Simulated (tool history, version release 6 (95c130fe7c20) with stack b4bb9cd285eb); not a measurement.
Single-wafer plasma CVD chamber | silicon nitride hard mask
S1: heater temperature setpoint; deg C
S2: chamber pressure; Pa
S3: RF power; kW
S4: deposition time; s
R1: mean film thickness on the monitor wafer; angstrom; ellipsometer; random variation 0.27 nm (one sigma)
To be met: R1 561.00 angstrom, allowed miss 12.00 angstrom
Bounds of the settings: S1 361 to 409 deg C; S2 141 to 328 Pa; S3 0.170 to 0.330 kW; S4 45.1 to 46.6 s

run	hour	S1	S2	S3	S4	R1
1	0.0	385	235	0.250	45.1	471.47
2	7.5	385	252	0.260	45.2	491.41
3	11.4	377	252	0.260	45.2	492.82
4	13.0	377	264	0.270	45.3	516.33
5	16.4	377	275	0.275	45.3	527.69
6	20.6	377	247	0.275	45.3	509.00
7	29.0	377	261	0.280	45.3	521.79
# hour 36.9: thermocouple changed; heater temperature recalibrated
8	36.9	377	261	0.280	45.3	522.94
9	38.2	377	272	0.285	45.3	538.88
10	47.0	377	277	0.285	45.3	546.13
11	50.4	377	281	0.285	45.3	545.77
12	54.8	377	285	0.285	45.3	550.32
13	60.6	377	288	0.285	45.3	548.12

4 next moves are on the table. One of them brings every result within its allowed miss. Which?
A	66.4	375	293	0.275	45.1	?
B	66.4	389	257	0.280	46.6	?
C	66.4	385	283	0.275	45.9	?
D	66.4	374	265	0.310	45.6	?

move	R1
A	535.97
B	531.18
C	536.56
D	560.47
A: further off than the last run
B: further off than the last run
C: further off than the last run
D: meets every target
The right move is D.
